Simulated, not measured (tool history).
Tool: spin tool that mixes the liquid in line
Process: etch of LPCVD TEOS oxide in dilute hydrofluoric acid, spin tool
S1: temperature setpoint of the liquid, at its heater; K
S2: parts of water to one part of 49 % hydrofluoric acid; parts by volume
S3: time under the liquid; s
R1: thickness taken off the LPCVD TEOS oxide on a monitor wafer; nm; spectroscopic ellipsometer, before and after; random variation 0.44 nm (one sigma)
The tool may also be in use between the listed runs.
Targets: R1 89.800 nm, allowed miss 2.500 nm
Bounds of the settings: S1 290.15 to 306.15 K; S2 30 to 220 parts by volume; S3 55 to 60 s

Run 1, hour 0.0: S1 298.15 K, S2 125 parts by volume, S3 55 s. Result: R1 22.403 nm.
Run 2, hour 7.9: S1 298.15 K, S2 125 parts by volume, S3 60 s. Result: R1 24.678 nm.
Run 3, hour 11.0: S1 300.15 K, S2 100 parts by volume, S3 60 s. Result: R1 34.041 nm.
Run 4, hour 17.7: S1 297.15 K, S2 100 parts by volume, S3 60 s. Result: R1 30.172 nm.
Run 5, hour 18.7: S1 299.65 K, S2 80 parts by volume, S3 60 s. Result: R1 42.800 nm.
Run 6, hour 26.8: S1 301.15 K, S2 70 parts by volume, S3 60 s. Result: R1 53.001 nm.
Run 7, hour 31.1: S1 302.65 K, S2 65 parts by volume, S3 60 s. Result: R1 60.837 nm.
Run 8, hour 36.1: S1 303.65 K, S2 60 parts by volume, S3 60 s. Result: R1 68.796 nm.
Run 9, hour 39.6: S1 304.15 K, S2 55 parts by volume, S3 60 s. Result: R1 77.348 nm.
Run 10, hour 46.5: S1 304.65 K, S2 55 parts by volume, S3 60 s. Result: R1 78.812 nm.
Run 11, hour 51.8: S1 306.15 K, S2 45 parts by volume, S3 60 s. Result: R1 104.270 nm.
Run 12, hour 54.5: S1 306.15 K, S2 45 parts by volume, S3 60 s. Result: R1 103.850 nm.

5 next moves are on the table. One of them brings every result within its allowed miss. Which?
Run A, hour 57.2: S1 306.15 K, S2 55 parts by volume, S3 60 s. Result: R1 ?.
Run B, hour 57.2: S1 305.15 K, S2 40 parts by volume, S3 60 s. Result: R1 ?.
Run C, hour 57.2: S1 305.15 K, S2 50 parts by volume, S3 60 s. Result: R1 ?.
Run D, hour 57.2: S1 306.15 K, S2 40 parts by volume, S3 60 s. Result: R1 ?.
Run E, hour 57.2: S1 305.65 K, S2 35 parts by volume, S3 60 s. Result: R1 ?.

move       R1
   A   83.564
   B  113.310
   C   89.183
   D  117.800
   E  133.150
A: takes the result that was furthest off past its target
B: further off than the last run
C: meets every target
D: further off than the last run
E: further off than the last run
The right move is C.
